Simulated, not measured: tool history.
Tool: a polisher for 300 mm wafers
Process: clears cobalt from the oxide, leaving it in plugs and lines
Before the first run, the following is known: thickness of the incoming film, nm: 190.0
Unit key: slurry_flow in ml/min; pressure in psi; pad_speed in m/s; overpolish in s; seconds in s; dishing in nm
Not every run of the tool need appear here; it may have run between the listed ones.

{"run": 1, "hour": 0.0, "slurry_flow": 235, "pressure": 2.2, "pad_speed": 1.1, "overpolish": 12, "seconds": 36.462, "dishing": 36.267}
{"run": 2, "hour": 3.0, "slurry_flow": 235, "pressure": 2.2, "pad_speed": 1.1, "overpolish": 11, "seconds": 36.326, "dishing": 33.717}
{"run": 3, "hour": 8.7, "slurry_flow": 235, "pressure": 1.8, "pad_speed": 1.1, "overpolish": 11, "seconds": 44.71, "dishing": 30.57}
{"run": 4, "hour": 14.3, "slurry_flow": 185, "pressure": 1.8, "pad_speed": 1.1, "overpolish": 11, "seconds": 44.484, "dishing": 29.899}
{"run": 5, "hour": 17.0, "slurry_flow": 185, "pressure": 1.8, "pad_speed": 1.1, "overpolish": 6, "seconds": 45.039, "dishing": 18.636}
{"run": 6, "hour": 21.8, "slurry_flow": 185, "pressure": 1.4, "pad_speed": 1.1, "overpolish": 6, "seconds": 57.804, "dishing": 15.72}
{"run": 7, "hour": 23.9, "slurry_flow": 185, "pressure": 1.5, "pad_speed": 1.1, "overpolish": 7, "seconds": 52.824, "dishing": 19.1}

Run 8 has not been measured yet. What should we expect?
{"run": 8, "hour": 31.2, "slurry_flow": 185, "pressure": 1.5, "pad_speed": 1.1, "overpolish": 7, "seconds": "?", "dishing": "?"}

seconds: 54.610 s
dishing: 19.031 nm

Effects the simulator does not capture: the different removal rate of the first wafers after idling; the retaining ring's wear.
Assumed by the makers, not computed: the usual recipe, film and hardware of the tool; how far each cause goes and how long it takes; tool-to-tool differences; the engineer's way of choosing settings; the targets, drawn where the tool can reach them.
